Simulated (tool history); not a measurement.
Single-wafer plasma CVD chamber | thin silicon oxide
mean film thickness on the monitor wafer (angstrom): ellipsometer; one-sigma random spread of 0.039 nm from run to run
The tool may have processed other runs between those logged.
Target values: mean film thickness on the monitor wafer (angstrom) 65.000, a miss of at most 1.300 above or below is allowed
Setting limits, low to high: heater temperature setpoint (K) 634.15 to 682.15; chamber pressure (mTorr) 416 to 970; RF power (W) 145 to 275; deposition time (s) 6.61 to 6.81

run  hour  heater temperature setpoint (K)  chamber pressure (mTorr)  RF power (W)  deposition time (s)  mean film thickness on the monitor wafer (angstrom)
  1   0.0                           658.15                       693           210                 6.61                                               88.006
  2   2.9                           658.15                       635           210                 6.61                                               81.518
  3   6.6                           658.15                       588           210                 6.61                                               75.033
  4   7.8                           652.15                       588           210                 6.61                                               76.116
  5  14.9                           652.15                       558           210                 6.61                                               72.308
  6  19.5                           652.15                       538           210                 6.61                                               70.288
  7  24.2                           652.15                       523           210                 6.61                                               68.270
  8  30.3                           652.15                       514           210                 6.61                                               66.980

Consider the 5 candidate settings below. Which is the only one whose results all fall within their allowed miss of target?
  A  36.4                           655.15                       506           220                 6.65                                                    ?
  B  36.4                           650.15                       524           195                 6.61                                                    ?
  C  36.4                           657.15                       470           245                 6.81                                                    ?
  D  36.4                           644.15                       462           255                 6.61                                                    ?
  E  36.4                           644.15                       561           190                 6.61                                                    ?

move  mean film thickness on the monitor wafer (angstrom)
   A                                               68.014
   B                                               64.482
   C                                               69.317
   D                                               68.362
   E                                               67.876
A: its largest miss is bigger than the last run's
B: all results in spec
C: its largest miss is bigger than the last run's
D: its largest miss is bigger than the last run's
E: its largest miss is bigger than the last run's
Answer: B

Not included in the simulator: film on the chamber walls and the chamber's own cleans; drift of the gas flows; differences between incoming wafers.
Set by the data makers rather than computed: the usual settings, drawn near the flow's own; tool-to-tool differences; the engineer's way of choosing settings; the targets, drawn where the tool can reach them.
